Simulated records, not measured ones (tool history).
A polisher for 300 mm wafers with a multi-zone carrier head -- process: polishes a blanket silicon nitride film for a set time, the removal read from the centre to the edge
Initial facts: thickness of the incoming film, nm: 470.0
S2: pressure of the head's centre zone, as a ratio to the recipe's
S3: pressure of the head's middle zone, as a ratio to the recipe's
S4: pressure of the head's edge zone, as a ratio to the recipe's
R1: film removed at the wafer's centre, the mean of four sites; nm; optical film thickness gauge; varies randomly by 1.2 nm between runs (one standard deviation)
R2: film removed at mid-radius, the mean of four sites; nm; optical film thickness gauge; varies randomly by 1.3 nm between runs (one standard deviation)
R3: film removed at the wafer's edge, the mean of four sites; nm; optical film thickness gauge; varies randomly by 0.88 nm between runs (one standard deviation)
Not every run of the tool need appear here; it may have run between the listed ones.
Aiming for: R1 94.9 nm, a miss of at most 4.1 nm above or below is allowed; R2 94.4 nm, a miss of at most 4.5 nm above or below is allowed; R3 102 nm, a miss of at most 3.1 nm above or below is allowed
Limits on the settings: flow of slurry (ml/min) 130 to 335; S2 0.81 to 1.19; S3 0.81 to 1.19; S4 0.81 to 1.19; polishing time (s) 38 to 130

Run 1, hour 0: flow of slurry (ml/min) 215, S2 1, S3 1, S4 1, polishing time (s) 84. Result: R1 83.689 nm, R2 85.237 nm, R3 84.842 nm.
Run 2, hour 5.4: flow of slurry (ml/min) 215, S2 1, S3 0.96, S4 1, polishing time (s) 84. Result: R1 84.773 nm, R2 81.728 nm, R3 84.833 nm.
Run 3, hour 8.6: flow of slurry (ml/min) 220, S2 1, S3 0.97, S4 1.04, polishing time (s) 86. Result: R1 86.86 nm, R2 84.81 nm, R3 89.988 nm.
Run 4, hour 15.2: flow of slurry (ml/min) 220, S2 1.04, S3 0.97, S4 1.04, polishing time (s) 86. Result: R1 90.005 nm, R2 88.238 nm, R3 87.702 nm.
Run 5, hour 23.1: flow of slurry (ml/min) 230, S2 1.03, S3 0.97, S4 1.07, polishing time (s) 87. Result: R1 90.419 nm, R2 86.206 nm, R3 92.014 nm.
Run 6, hour 30: flow of slurry (ml/min) 230, S2 1.03, S3 0.97, S4 1.02, polishing time (s) 87. Result: R1 89.627 nm, R2 88.773 nm, R3 89.135 nm.
Run 7, hour 37.9: flow of slurry (ml/min) 230, S2 1.03, S3 0.97, S4 1.02, polishing time (s) 87. Result: R1 90.981 nm, R2 89.249 nm, R3 89.229 nm.
Run 8, hour 44.9: flow of slurry (ml/min) 260, S2 1.01, S3 0.97, S4 1.12, polishing time (s) 91. Result: R1 92.42 nm, R2 92.842 nm, R3 97.972 nm.

Which single option among these 5 for the next run brings every result within its allowed miss of target? Just one does.
Run A, hour 51.9: flow of slurry (ml/min) 265, S2 1.02, S3 1.08, S4 1.11, polishing time (s) 87. Result: R1 ?, R2 ?, R3 ?.
Run B, hour 51.9: flow of slurry (ml/min) 285, S2 0.81, S3 0.98, S4 1.16, polishing time (s) 94. Result: R1 ?, R2 ?, R3 ?.
Run C, hour 51.9: flow of slurry (ml/min) 295, S2 0.97, S3 0.96, S4 1.1, polishing time (s) 94. Result: R1 ?, R2 ?, R3 ?.
Run D, hour 51.9: flow of slurry (ml/min) 220, S2 1.06, S3 1.04, S4 1.13, polishing time (s) 87. Result: R1 ?, R2 ?, R3 ?.
Run E, hour 51.9: flow of slurry (ml/min) 220, S2 0.98, S3 0.97, S4 0.98, polishing time (s) 95. Result: R1 ?, R2 ?, R3 ?.

move      R1      R2      R3
   A  92.431  96.798  94.139
   B  79.731  97.114  104.75
   C  95.962  95.687  102.22
   D  93.899  91.814  93.602
   E  94.692  94.586  95.337
A: the biggest miss grows against the last run
B: corrects the largest miss of the last run, while another result sits out of spec
C: hits every target within its allowed miss
D: the biggest miss grows against the last run
E: the biggest miss grows against the last run
Correct choice: C, which meets every target

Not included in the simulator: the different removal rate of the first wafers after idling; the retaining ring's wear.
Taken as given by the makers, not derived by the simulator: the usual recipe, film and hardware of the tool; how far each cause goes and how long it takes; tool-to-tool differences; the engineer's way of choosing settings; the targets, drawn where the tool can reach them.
